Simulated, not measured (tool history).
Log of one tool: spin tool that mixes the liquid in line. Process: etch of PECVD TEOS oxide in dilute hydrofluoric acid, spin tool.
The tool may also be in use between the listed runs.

run	hour	temperature setpoint of the liquid (K)	parts of water to one part of 49 % hydrofluoric acid (parts by volume)	time under the liquid (s)	thickness taken off the PECVD TEOS oxide on a monitor wafer (angstrom)
1	0	297.15	125	40	48.761
2	3.3	295.15	140	40	39.216
3	3.9	295.15	155	40	35.138
4	6.2	295.15	180	40	29.737
5	12.7	295.15	180	20	14.551
6	19	295.15	180	20	14.578
7	26.8	299.15	150	20	21.268
8	27.6	298.15	150	20	20.056
9	34.1	297.15	150	20	19.782

Run 10 comes next. What will it give?
10	36	295.65	150	20	?

{"run 10": {"thickness taken off the PECVD TEOS oxide on a monitor wafer (angstrom)": 18.404}}
